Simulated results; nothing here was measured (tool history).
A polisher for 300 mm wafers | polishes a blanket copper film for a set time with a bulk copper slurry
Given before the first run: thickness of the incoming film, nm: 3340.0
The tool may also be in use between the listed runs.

run	hour	flow of slurry (ml/min)	pressure of the wafer on the pad (psi)	speed of the pad under the wafer (cm/s)	abrasive content of the slurry	polishing time (s)	film removed (Å)
1	0	310	2.7	124	1	83	8077.2
2	6.6	350	2.7	124	1	83	8060.1
3	7.3	280	2.7	124	1	83	7936.3
4	9.1	230	2.7	124	1	83	7704.4
5	12.5	230	2.7	144	1	83	8771.8
6	18.6	185	2.7	144	1	83	8532.2
7	25	185	2.4	138	1	83	7363.4
8	28.9	185	2.2	134	1	83	6531.4
9	32.7	185	2	132	1	83	5904.1
10	41.2	185	1.9	130	1	83	5612.6
11	46.5	185	1.8	128	1	83	5258.1
12	50.3	185	1.7	128	1	83	4943.9

Forecast run 13:
13	58.9	185	1.6	128	1	83	?

film removed (Å): 4613.8
